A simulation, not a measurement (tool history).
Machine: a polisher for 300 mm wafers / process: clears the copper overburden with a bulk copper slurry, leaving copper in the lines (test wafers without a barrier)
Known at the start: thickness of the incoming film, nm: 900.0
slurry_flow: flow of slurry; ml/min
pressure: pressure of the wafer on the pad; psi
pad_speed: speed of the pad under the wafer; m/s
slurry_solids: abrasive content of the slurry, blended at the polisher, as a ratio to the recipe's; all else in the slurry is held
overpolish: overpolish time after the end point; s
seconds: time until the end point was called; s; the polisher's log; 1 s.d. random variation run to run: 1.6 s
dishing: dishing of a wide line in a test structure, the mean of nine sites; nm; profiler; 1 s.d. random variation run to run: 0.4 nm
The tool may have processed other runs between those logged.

{"run": 1, "day": 0.0, "slurry_flow": 280, "pressure": 2.2, "pad_speed": 0.92, "slurry_solids": 1.0, "overpolish": 14, "seconds": 105.67, "dishing": 32.046}
{"run": 2, "day": 0.15, "slurry_flow": 280, "pressure": 2.2, "pad_speed": 0.92, "slurry_solids": 1.2, "overpolish": 14, "seconds": 97.353, "dishing": 30.382}
{"run": 3, "day": 0.275, "slurry_flow": 280, "pressure": 2.2, "pad_speed": 0.92, "slurry_solids": 1.4, "overpolish": 14, "seconds": 96.369, "dishing": 29.644}
{"run": 4, "day": 0.517, "slurry_flow": 280, "pressure": 2.0, "pad_speed": 0.92, "slurry_solids": 1.4, "overpolish": 14, "seconds": 102.0, "dishing": 30.14}
{"run": 5, "day": 0.608, "slurry_flow": 245, "pressure": 2.0, "pad_speed": 0.92, "slurry_solids": 1.4, "overpolish": 14, "seconds": 104.6, "dishing": 30.723}
{"day": 0.667, "done": "slurry nozzle cleaned"}
{"run": 6, "day": 0.667, "slurry_flow": 295, "pressure": 1.9, "pad_speed": 0.88, "slurry_solids": 1.45, "overpolish": 11, "seconds": 105.62, "dishing": 29.664}
{"run": 7, "day": 0.912, "slurry_flow": 335, "pressure": 2.0, "pad_speed": 0.76, "slurry_solids": 1.45, "overpolish": 9, "seconds": 116.36, "dishing": 25.493}
{"run": 8, "day": 1.058, "slurry_flow": 335, "pressure": 2.0, "pad_speed": 0.76, "slurry_solids": 1.45, "overpolish": 9, "seconds": 117.9, "dishing": 25.986}

Run 9 is up next; what results do you expect?
{"run": 9, "day": 1.421, "slurry_flow": 365, "pressure": 2.1, "pad_speed": 0.7, "slurry_solids": 1.45, "overpolish": 8, "seconds": "?", "dishing": "?"}

Run 9 yielded seconds 120.250 s, dishing 24.479 nm.
